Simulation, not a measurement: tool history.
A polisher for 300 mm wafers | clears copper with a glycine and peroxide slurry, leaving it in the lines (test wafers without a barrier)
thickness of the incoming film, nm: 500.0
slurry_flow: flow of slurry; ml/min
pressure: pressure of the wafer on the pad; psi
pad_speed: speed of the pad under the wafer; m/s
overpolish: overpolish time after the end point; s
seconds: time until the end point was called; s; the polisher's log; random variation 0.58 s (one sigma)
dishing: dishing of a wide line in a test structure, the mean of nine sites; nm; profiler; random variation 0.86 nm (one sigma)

run 1 hour=0.0 | slurry_flow=270 pressure=2.8 pad_speed=1.28 overpolish=19 | seconds=75.269 dishing=55.971
run 2 hour=2.3 | slurry_flow=270 pressure=2.8 pad_speed=1.46 overpolish=19 | seconds=70.894 dishing=60.004
run 3 hour=6.7 | slurry_flow=270 pressure=2.2 pad_speed=1.46 overpolish=19 | seconds=86.721 dishing=53.273
run 4 hour=15.5 | slurry_flow=270 pressure=2.2 pad_speed=1.16 overpolish=19 | seconds=97.348 dishing=51.882
run 5 hour=18.4 | slurry_flow=270 pressure=2.8 pad_speed=1.20 overpolish=17 | seconds=77.574 dishing=53.945
run 6 hour=25.3 | slurry_flow=270 pressure=3.2 pad_speed=1.22 overpolish=15 | seconds=68.882 dishing=54.631
run 7 hour=25.9 | slurry_flow=270 pressure=3.5 pad_speed=1.24 overpolish=14 | seconds=64.557 dishing=54.722
run 8 hour=32.5 | slurry_flow=270 pressure=3.8 pad_speed=1.26 overpolish=13 | seconds=58.858 dishing=55.468
run 9 hour=40.2 | slurry_flow=270 pressure=4.0 pad_speed=1.26 overpolish=13 | seconds=57.321 dishing=55.867
run 10 hour=47.9 | slurry_flow=270 pressure=4.1 pad_speed=1.30 overpolish=13 | seconds=53.078 dishing=56.676

Forecast run 11:
run 11 hour=52.4 | slurry_flow=270 pressure=4.2 pad_speed=1.30 overpolish=13 | seconds=? dishing=?

seconds: 52.149 s
dishing: 58.336 nm
